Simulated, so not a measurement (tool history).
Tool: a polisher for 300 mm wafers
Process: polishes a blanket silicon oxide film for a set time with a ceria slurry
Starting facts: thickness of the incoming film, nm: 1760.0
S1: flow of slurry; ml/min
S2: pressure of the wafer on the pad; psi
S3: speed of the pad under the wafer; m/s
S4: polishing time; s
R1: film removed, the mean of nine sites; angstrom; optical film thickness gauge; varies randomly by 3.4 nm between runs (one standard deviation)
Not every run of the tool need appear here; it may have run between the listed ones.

run	hour	S1	S2	S3	S4	R1
1	0	245	2.1	1.28	36	1649.2
2	1.2	195	2.1	1.28	36	1627.6
3	5.7	195	2.1	1.28	32	1438.8
4	12.2	195	2.1	1.28	36	1623.7
5	16.6	195	2.1	0.98	36	1264.9
6	21.4	195	2.4	1	36	1446.2
# hour 22.7: head pressure recalibrated
7	22.7	195	2.6	1.04	36	1521.4
8	27.4	195	2.7	1.12	36	1655.5

For run 9, what comes out?
9	28	195	2.8	1.18	36	?

R1: 1750.2 angstrom
